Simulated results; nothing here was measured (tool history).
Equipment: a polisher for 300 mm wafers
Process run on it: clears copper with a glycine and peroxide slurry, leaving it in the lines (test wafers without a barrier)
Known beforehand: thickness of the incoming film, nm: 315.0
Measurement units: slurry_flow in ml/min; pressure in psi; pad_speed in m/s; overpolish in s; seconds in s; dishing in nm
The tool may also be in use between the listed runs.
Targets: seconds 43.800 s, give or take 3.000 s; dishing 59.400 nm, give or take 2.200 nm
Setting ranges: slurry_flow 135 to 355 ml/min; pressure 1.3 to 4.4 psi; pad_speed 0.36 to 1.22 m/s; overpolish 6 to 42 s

{"run": 1, "hour": 0.0, "slurry_flow": 225, "pressure": 2.8, "pad_speed": 0.78, "overpolish": 21, "seconds": 65.789, "dishing": 48.276}
{"run": 2, "hour": 1.9, "slurry_flow": 225, "pressure": 2.8, "pad_speed": 0.78, "overpolish": 16, "seconds": 67.61, "dishing": 39.849}
{"run": 3, "hour": 10.1, "slurry_flow": 270, "pressure": 2.8, "pad_speed": 0.78, "overpolish": 16, "seconds": 67.039, "dishing": 40.733}
{"run": 4, "hour": 12.0, "slurry_flow": 310, "pressure": 2.8, "pad_speed": 0.78, "overpolish": 16, "seconds": 64.504, "dishing": 42.208}
{"run": 5, "hour": 21.1, "slurry_flow": 350, "pressure": 2.8, "pad_speed": 0.78, "overpolish": 16, "seconds": 64.252, "dishing": 40.837}
{"run": 6, "hour": 22.2, "slurry_flow": 350, "pressure": 2.8, "pad_speed": 0.78, "overpolish": 19, "seconds": 63.878, "dishing": 47.495}
{"run": 7, "hour": 26.2, "slurry_flow": 350, "pressure": 2.9, "pad_speed": 0.78, "overpolish": 19, "seconds": 62.435, "dishing": 48.276}
{"hour": 27.3, "done": "slurry nozzle cleaned"}
{"run": 8, "hour": 27.3, "slurry_flow": 350, "pressure": 3.0, "pad_speed": 0.78, "overpolish": 19, "seconds": 59.55, "dishing": 51.126}
{"run": 9, "hour": 29.6, "slurry_flow": 350, "pressure": 3.1, "pad_speed": 0.78, "overpolish": 19, "seconds": 56.509, "dishing": 50.542}
{"run": 10, "hour": 33.7, "slurry_flow": 350, "pressure": 3.2, "pad_speed": 0.78, "overpolish": 19, "seconds": 56.549, "dishing": 52.208}

Pick the move, out of 4, that brings all results within their allowed miss; only one does.
{"run": "A", "hour": 37.8, "slurry_flow": 330, "pressure": 4.3, "pad_speed": 0.78, "overpolish": 19, "seconds": "?", "dishing": "?"}
{"run": "B", "hour": 37.8, "slurry_flow": 355, "pressure": 3.8, "pad_speed": 0.86, "overpolish": 17, "seconds": "?", "dishing": "?"}
{"run": "C", "hour": 37.8, "slurry_flow": 355, "pressure": 2.5, "pad_speed": 1.12, "overpolish": 19, "seconds": "?", "dishing": "?"}
{"run": "D", "hour": 37.8, "slurry_flow": 305, "pressure": 3.5, "pad_speed": 0.96, "overpolish": 24, "seconds": "?", "dishing": "?"}

move=A seconds=45.416 dishing=61.031
move=B seconds=46.183 dishing=56.175
move=C seconds=52.554 dishing=53.561
move=D seconds=45.621 dishing=66.903
A: every result lands within tolerance
B: the furthest-off result lands on target, but another misses its tolerance
C: moves toward the targets from the last run without getting all of them in spec
D: the furthest-off result lands on target, but another misses its tolerance
Correct choice: A, which meets every target

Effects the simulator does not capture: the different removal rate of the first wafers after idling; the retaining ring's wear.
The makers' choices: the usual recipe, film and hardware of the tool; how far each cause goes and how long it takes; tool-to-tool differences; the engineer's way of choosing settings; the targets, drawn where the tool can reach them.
